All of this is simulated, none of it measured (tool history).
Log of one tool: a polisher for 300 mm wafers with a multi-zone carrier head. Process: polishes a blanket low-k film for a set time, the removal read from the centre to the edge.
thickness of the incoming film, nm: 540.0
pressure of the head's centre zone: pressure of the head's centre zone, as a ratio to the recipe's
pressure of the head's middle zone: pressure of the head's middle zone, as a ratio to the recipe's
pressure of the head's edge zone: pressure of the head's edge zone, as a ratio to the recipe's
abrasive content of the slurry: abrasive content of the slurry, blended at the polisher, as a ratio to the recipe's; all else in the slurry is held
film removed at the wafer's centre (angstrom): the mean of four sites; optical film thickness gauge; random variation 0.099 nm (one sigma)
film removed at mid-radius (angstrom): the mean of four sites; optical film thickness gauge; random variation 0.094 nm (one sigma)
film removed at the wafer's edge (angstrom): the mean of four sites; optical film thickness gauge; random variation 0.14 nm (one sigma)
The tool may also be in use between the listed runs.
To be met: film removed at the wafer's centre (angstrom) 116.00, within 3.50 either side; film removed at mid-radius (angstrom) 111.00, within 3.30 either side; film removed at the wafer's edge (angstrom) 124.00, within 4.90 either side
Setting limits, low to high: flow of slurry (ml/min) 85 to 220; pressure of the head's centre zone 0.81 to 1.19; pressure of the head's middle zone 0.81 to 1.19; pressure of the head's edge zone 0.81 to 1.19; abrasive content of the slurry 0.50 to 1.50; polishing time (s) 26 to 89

| run | day | flow of slurry (ml/min) | pressure of the head's centre zone | pressure of the head's middle zone | pressure of the head's edge zone | abrasive content of the slurry | polishing time (s) | film removed at the wafer's centre (angstrom) | film removed at mid-radius (angstrom) | film removed at the wafer's edge (angstrom) |
|---|---|---|---|---|---|---|---|---|---|---|
| 1 | 0.000 | 140 | 1.00 | 1.00 | 1.00 | 1.00 | 57 | 221.81 | 228.39 | 230.32 |
| 2 | 0.071 | 140 | 1.00 | 1.00 | 1.00 | 1.00 | 49 | 192.85 | 193.67 | 198.82 |
| 3 | 0.379 | 130 | 0.97 | 0.96 | 0.96 | 0.85 | 46 | 160.82 | 163.35 | 166.76 |
| 4 | 0.438 | 130 | 0.97 | 0.87 | 0.96 | 0.85 | 46 | 161.75 | 151.33 | 167.41 |
| 5 | 0.621 | 130 | 0.97 | 0.87 | 1.01 | 0.85 | 46 | 162.46 | 153.53 | 166.39 |
| 6 | 0.858 | 95 | 0.97 | 0.87 | 1.01 | 0.85 | 46 | 150.08 | 139.69 | 162.20 |
| 7 | 0.950 | 95 | 0.96 | 0.86 | 0.99 | 0.75 | 45 | 139.93 | 130.45 | 150.73 |
| 8 | 1.067 | 100 | 0.95 | 0.85 | 0.97 | 0.65 | 44 | 126.75 | 121.90 | 133.89 |
| 9 | 1.279 | 95 | 0.94 | 0.84 | 0.96 | 0.65 | 44 | 124.41 | 117.32 | 137.46 |
| 10 | 1.529 | 100 | 0.94 | 0.84 | 0.96 | 0.60 | 44 | 122.40 | 114.46 | 133.38 |
| 11 | 1.775 | 90 | 0.92 | 0.84 | 0.87 | 0.55 | 44 | 112.61 | 108.31 | 120.17 |

Pick the move, out of 4, that brings all results within their allowed miss; only one does.
| A | 2.021 | 85 | 0.84 | 0.81 | 0.83 | 0.50 | 48 | ? | ? | ? |
| B | 2.021 | 130 | 0.90 | 0.82 | 0.90 | 0.70 | 38 | ? | ? | ? |
| C | 2.021 | 85 | 0.90 | 0.87 | 0.87 | 0.60 | 42 | ? | ? | ? |
| D | 2.021 | 85 | 1.04 | 0.81 | 0.94 | 0.50 | 46 | ? | ? | ? |

| move | film removed at the wafer's centre (angstrom) | film removed at mid-radius (angstrom) | film removed at the wafer's edge (angstrom) |
|---|---|---|---|
| A | 108.52 | 111.15 | 122.77 |
| B | 117.70 | 113.49 | 124.02 |
| C | 108.06 | 110.44 | 117.96 |
| D | 122.87 | 106.41 | 123.62 |
A: moves away from the targets compared with the last run
B: in spec on every target
C: moves away from the targets compared with the last run
D: takes the biggest miss from the last run beyond its target
The right move is B.

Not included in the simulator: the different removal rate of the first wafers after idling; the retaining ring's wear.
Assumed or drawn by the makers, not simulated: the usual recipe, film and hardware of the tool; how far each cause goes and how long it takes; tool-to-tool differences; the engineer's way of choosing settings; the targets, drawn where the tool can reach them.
